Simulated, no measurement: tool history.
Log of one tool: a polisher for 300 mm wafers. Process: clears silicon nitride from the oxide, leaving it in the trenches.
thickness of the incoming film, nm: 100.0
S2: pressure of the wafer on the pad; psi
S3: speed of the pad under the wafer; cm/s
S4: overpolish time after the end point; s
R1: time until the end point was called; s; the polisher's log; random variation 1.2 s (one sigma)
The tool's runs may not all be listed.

Run 1, hour 0.0: flow of slurry (ml/min) 230, S2 2.9 psi, S3 86 cm/s, S4 4 s. Result: R1 161.55 s.
Run 2, hour 1.9: flow of slurry (ml/min) 175, S2 2.9 psi, S3 86 cm/s, S4 4 s. Result: R1 169.68 s.
Run 3, hour 7.3: flow of slurry (ml/min) 185, S2 3.2 psi, S3 86 cm/s, S4 4 s. Result: R1 151.18 s.
Run 4, hour 15.1: flow of slurry (ml/min) 185, S2 3.2 psi, S3 70 cm/s, S4 4 s. Result: R1 181.46 s.
At hour 16.2: slurry nozzle cleaned.
Run 5, hour 16.2: flow of slurry (ml/min) 195, S2 3.5 psi, S3 70 cm/s, S4 4 s. Result: R1 157.20 s.
Run 6, hour 24.5: flow of slurry (ml/min) 195, S2 3.1 psi, S3 70 cm/s, S4 4 s. Result: R1 176.30 s.
Run 7, hour 28.7: flow of slurry (ml/min) 200, S2 3.9 psi, S3 76 cm/s, S4 4 s. Result: R1 130.02 s.
Run 8, hour 33.9: flow of slurry (ml/min) 210, S2 4.0 psi, S3 76 cm/s, S4 4 s. Result: R1 125.37 s.
Run 9, hour 41.9: flow of slurry (ml/min) 215, S2 4.1 psi, S3 76 cm/s, S4 4 s. Result: R1 121.88 s.

The next listed run, before its measurement:
Run 10, hour 45.2: flow of slurry (ml/min) 215, S2 4.1 psi, S3 76 cm/s, S4 4 s. Result: R1 ?.

{"run 10": {"R1": 124.76}}
